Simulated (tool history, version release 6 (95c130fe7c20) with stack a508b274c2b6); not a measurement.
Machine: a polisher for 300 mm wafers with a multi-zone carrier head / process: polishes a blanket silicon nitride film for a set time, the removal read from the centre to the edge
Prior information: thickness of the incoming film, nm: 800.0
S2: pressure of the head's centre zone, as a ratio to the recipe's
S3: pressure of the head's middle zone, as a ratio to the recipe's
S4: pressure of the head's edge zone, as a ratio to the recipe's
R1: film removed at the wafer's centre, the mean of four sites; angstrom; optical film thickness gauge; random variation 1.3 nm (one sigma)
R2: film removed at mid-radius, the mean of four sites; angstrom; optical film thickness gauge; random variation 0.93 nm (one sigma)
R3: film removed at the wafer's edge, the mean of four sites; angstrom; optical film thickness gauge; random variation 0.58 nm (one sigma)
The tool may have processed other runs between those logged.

{"run": 1, "hour": 0.0, "flow of slurry (ml/min)": 220, "S2": 1, "S3": 1, "S4": 1, "polishing time (s)": 77, "R1": 1772.3, "R2": 1736.6, "R3": 1765.8}
{"run": 2, "hour": 5.7, "flow of slurry (ml/min)": 215, "S2": 1.02, "S3": 0.99, "S4": 0.97, "polishing time (s)": 69, "R1": 1623.3, "R2": 1534.7, "R3": 1548.4}
{"run": 3, "hour": 6.2, "flow of slurry (ml/min)": 210, "S2": 1.03, "S3": 0.98, "S4": 0.94, "polishing time (s)": 63, "R1": 1457.2, "R2": 1367.2, "R3": 1363.1}
{"run": 4, "hour": 8.5, "flow of slurry (ml/min)": 205, "S2": 1.04, "S3": 0.97, "S4": 0.92, "polishing time (s)": 60, "R1": 1411.1, "R2": 1291.8, "R3": 1311.1}
{"run": 5, "hour": 12.4, "flow of slurry (ml/min)": 205, "S2": 1.04, "S3": 0.97, "S4": 0.85, "polishing time (s)": 60, "R1": 1409.1, "R2": 1281.3, "R3": 1263.1}
{"run": 6, "hour": 18.4, "flow of slurry (ml/min)": 200, "S2": 1.05, "S3": 0.97, "S4": 0.84, "polishing time (s)": 56, "R1": 1359.3, "R2": 1205.5, "R3": 1161.1}
{"run": 7, "hour": 22.4, "flow of slurry (ml/min)": 150, "S2": 1.04, "S3": 0.91, "S4": 0.81, "polishing time (s)": 41, "R1": 897.26, "R2": 792.13, "R3": 800.79}
{"run": 8, "hour": 24.5, "flow of slurry (ml/min)": 210, "S2": 1.07, "S3": 0.94, "S4": 0.82, "polishing time (s)": 40, "R1": 962.82, "R2": 838.85, "R3": 826.74}
{"run": 9, "hour": 29.3, "flow of slurry (ml/min)": 220, "S2": 1.09, "S3": 0.95, "S4": 0.84, "polishing time (s)": 40, "R1": 1004, "R2": 857.4, "R3": 837.8}
{"run": 10, "hour": 34.7, "flow of slurry (ml/min)": 230, "S2": 1.1, "S3": 0.96, "S4": 0.86, "polishing time (s)": 40, "R1": 1039.8, "R2": 858.04, "R3": 848.85}
{"run": 11, "hour": 38.1, "flow of slurry (ml/min)": 240, "S2": 1.1, "S3": 0.97, "S4": 0.87, "polishing time (s)": 40, "R1": 1028.3, "R2": 881.96, "R3": 855.82}
{"run": 12, "hour": 40.9, "flow of slurry (ml/min)": 240, "S2": 1.11, "S3": 0.98, "S4": 0.89, "polishing time (s)": 40, "R1": 1041.3, "R2": 893.57, "R3": 863.48}

Run 13 comes next. What will it give?
{"run": 13, "hour": 42.6, "flow of slurry (ml/min)": 245, "S2": 1.12, "S3": 0.98, "S4": 0.91, "polishing time (s)": 40, "R1": "?", "R2": "?", "R3": "?"}

{"run 13": {"R1": 1048.4, "R2": 895.36, "R3": 870.18}}

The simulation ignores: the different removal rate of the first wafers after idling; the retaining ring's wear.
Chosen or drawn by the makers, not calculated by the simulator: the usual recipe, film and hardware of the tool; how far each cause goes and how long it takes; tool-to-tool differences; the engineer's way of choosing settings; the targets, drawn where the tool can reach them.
